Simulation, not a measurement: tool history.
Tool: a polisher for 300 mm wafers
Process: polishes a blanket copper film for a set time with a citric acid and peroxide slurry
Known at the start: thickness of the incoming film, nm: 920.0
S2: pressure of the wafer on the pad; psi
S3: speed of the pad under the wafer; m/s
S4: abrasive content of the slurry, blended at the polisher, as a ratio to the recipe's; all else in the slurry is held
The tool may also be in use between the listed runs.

run 1 hour=0 | flow_of_slurry_(ml/min)=235 S2=2.3 S3=1.24 S4=1 polishing_time_(s)=107 | film_removed_(angstrom)=2703.7
run 2 hour=8.2 | flow_of_slurry_(ml/min)=235 S2=2.3 S3=1.54 S4=1 polishing_time_(s)=107 | film_removed_(angstrom)=3141.5
run 3 hour=9.1 | flow_of_slurry_(ml/min)=235 S2=2.3 S3=1.54 S4=1 polishing_time_(s)=107 | film_removed_(angstrom)=3182.1
run 4 hour=12.4 | flow_of_slurry_(ml/min)=235 S2=2.3 S3=1.82 S4=1 polishing_time_(s)=107 | film_removed_(angstrom)=3602.2
run 5 hour=19.9 | flow_of_slurry_(ml/min)=230 S2=2 S3=1.7 S4=1 polishing_time_(s)=107 | film_removed_(angstrom)=3090.6
run 6 hour=24.7 | flow_of_slurry_(ml/min)=225 S2=1.8 S3=1.56 S4=1 polishing_time_(s)=107 | film_removed_(angstrom)=2667.9

The next listed run, before its measurement:
run 7 hour=32.3 | flow_of_slurry_(ml/min)=225 S2=1.6 S3=1.46 S4=1 polishing_time_(s)=107 | film_removed_(angstrom)=?

film removed (angstrom): 2351.7
